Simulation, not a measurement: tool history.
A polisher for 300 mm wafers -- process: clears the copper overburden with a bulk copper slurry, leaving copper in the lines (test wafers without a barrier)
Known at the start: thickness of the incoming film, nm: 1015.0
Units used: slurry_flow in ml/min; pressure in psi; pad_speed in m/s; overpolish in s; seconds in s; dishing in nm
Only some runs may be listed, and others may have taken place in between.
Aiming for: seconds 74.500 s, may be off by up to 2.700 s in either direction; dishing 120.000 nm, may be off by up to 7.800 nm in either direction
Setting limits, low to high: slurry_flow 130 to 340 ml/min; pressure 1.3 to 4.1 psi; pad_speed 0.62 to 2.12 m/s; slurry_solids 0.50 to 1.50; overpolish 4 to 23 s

Run 1, hour 0.0: slurry_flow 220 ml/min, pressure 2.7 psi, pad_speed 1.36 m/s, slurry_solids 1.00, overpolish 12 s. Result: seconds 98.193 s, dishing 81.257 nm.
Run 2, hour 8.4: slurry_flow 220 ml/min, pressure 2.9 psi, pad_speed 1.36 m/s, slurry_solids 1.00, overpolish 13 s. Result: seconds 91.914 s, dishing 89.235 nm.
Run 3, hour 15.9: slurry_flow 220 ml/min, pressure 3.0 psi, pad_speed 1.36 m/s, slurry_solids 1.00, overpolish 14 s. Result: seconds 88.035 s, dishing 94.950 nm.
Run 4, hour 17.8: slurry_flow 220 ml/min, pressure 3.1 psi, pad_speed 1.36 m/s, slurry_solids 1.00, overpolish 15 s. Result: seconds 86.155 s, dishing 103.520 nm.
Run 5, hour 22.6: slurry_flow 220 ml/min, pressure 3.2 psi, pad_speed 1.36 m/s, slurry_solids 1.00, overpolish 15 s. Result: seconds 83.921 s, dishing 101.720 nm.
Run 6, hour 26.1: slurry_flow 195 ml/min, pressure 3.2 psi, pad_speed 1.36 m/s, slurry_solids 1.00, overpolish 15 s. Result: seconds 84.483 s, dishing 103.290 nm.
Run 7, hour 32.8: slurry_flow 195 ml/min, pressure 3.3 psi, pad_speed 1.36 m/s, slurry_solids 1.00, overpolish 15 s. Result: seconds 82.061 s, dishing 104.330 nm.
Run 8, hour 34.7: slurry_flow 200 ml/min, pressure 3.4 psi, pad_speed 1.36 m/s, slurry_solids 1.00, overpolish 15 s. Result: seconds 80.496 s, dishing 109.810 nm.
Run 9, hour 37.6: slurry_flow 205 ml/min, pressure 3.5 psi, pad_speed 1.36 m/s, slurry_solids 1.00, overpolish 15 s. Result: seconds 77.211 s, dishing 111.430 nm.

Exactly one of the 5 candidate moves below puts every result within its allowed miss. Which one?
Run A, hour 40.5: slurry_flow 190 ml/min, pressure 3.3 psi, pad_speed 1.56 m/s, slurry_solids 0.90, overpolish 17 s. Result: seconds ?, dishing ?.
Run B, hour 40.5: slurry_flow 175 ml/min, pressure 3.6 psi, pad_speed 1.40 m/s, slurry_solids 1.10, overpolish 14 s. Result: seconds ?, dishing ?.
Run C, hour 40.5: slurry_flow 130 ml/min, pressure 3.4 psi, pad_speed 1.58 m/s, slurry_solids 1.35, overpolish 11 s. Result: seconds ?, dishing ?.
Run D, hour 40.5: slurry_flow 170 ml/min, pressure 3.8 psi, pad_speed 1.38 m/s, slurry_solids 1.00, overpolish 12 s. Result: seconds ?, dishing ?.
Run E, hour 40.5: slurry_flow 215 ml/min, pressure 3.6 psi, pad_speed 1.44 m/s, slurry_solids 1.10, overpolish 16 s. Result: seconds ?, dishing ?.

move  seconds  dishing
   A   74.497  119.300
   B   73.813  109.680
   C   67.876   99.342
   D   72.892  101.580
   E   70.584  120.500
A: each result inside its tolerance
B: moves away from the targets compared with the last run
C: moves away from the targets compared with the last run
D: moves away from the targets compared with the last run
E: the worst result of the last run now meets its target, but another is out of spec
A is the move that brings every result within its allowed miss.

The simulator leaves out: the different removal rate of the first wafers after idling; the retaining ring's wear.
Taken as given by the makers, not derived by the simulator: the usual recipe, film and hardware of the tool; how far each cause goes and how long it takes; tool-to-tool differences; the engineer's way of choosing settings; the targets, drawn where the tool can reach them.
